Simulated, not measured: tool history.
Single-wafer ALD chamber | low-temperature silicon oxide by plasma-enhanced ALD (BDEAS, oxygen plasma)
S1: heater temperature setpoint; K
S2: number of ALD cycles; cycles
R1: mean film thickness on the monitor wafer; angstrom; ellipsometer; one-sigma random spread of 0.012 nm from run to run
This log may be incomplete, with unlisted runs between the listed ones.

Run 1, hour 0: S1 368.15 K, S2 32 cycles. Result: R1 49.88 angstrom.
Run 2, hour 4: S1 364.15 K, S2 33 cycles. Result: R1 52.056 angstrom.
Run 3, hour 8.8: S1 362.15 K, S2 33 cycles. Result: R1 52.606 angstrom.
Run 4, hour 12: S1 353.15 K, S2 33 cycles. Result: R1 53.674 angstrom.
Run 5, hour 19.6: S1 353.15 K, S2 36 cycles. Result: R1 58.656 angstrom.
Run 6, hour 20.6: S1 355.15 K, S2 36 cycles. Result: R1 58.332 angstrom.

What will run 7 give?
Run 7, hour 25.3: S1 357.15 K, S2 36 cycles. Result: R1 ?.

{"run 7": {"R1": 58.086}}

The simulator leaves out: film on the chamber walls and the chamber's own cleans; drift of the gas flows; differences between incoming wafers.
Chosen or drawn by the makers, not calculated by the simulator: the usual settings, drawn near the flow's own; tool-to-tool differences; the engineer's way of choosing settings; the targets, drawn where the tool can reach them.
